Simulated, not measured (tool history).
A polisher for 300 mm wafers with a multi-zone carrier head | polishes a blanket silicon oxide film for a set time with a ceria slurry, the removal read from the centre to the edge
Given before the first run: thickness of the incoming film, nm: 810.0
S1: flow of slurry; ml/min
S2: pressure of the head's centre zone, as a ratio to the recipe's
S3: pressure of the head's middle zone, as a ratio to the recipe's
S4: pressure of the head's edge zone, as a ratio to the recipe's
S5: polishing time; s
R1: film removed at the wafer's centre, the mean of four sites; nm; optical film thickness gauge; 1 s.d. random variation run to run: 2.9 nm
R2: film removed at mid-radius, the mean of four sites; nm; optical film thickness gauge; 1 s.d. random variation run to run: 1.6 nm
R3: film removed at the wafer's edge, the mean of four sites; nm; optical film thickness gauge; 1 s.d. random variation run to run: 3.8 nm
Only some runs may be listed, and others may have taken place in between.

{"run": 1, "hour": 0.0, "S1": 190, "S2": 1.0, "S3": 1.0, "S4": 1.0, "S5": 67, "R1": 231.82, "R2": 227.69, "R3": 224.75}
{"run": 2, "hour": 0.8, "S1": 190, "S2": 1.0, "S3": 1.0, "S4": 1.0, "S5": 78, "R1": 263.09, "R2": 264.12, "R3": 267.53}
{"run": 3, "hour": 3.1, "S1": 190, "S2": 1.06, "S3": 1.0, "S4": 1.0, "S5": 78, "R1": 276.66, "R2": 265.99, "R3": 274.65}
{"run": 4, "hour": 10.4, "S1": 190, "S2": 1.06, "S3": 1.05, "S4": 1.0, "S5": 78, "R1": 277.98, "R2": 275.51, "R3": 268.51}
{"run": 5, "hour": 12.6, "S1": 185, "S2": 1.08, "S3": 1.03, "S4": 0.99, "S5": 78, "R1": 283.09, "R2": 268.27, "R3": 269.59}
{"run": 6, "hour": 14.2, "S1": 180, "S2": 1.09, "S3": 1.02, "S4": 0.99, "S5": 78, "R1": 290.51, "R2": 266.58, "R3": 262.16}

What will run 7 give?
{"run": 7, "hour": 19.6, "S1": 175, "S2": 1.09, "S3": 1.0, "S4": 1.0, "S5": 78, "R1": "?", "R2": "?", "R3": "?"}

{"run 7": {"R1": 288.47, "R2": 261.91, "R3": 263.51}}

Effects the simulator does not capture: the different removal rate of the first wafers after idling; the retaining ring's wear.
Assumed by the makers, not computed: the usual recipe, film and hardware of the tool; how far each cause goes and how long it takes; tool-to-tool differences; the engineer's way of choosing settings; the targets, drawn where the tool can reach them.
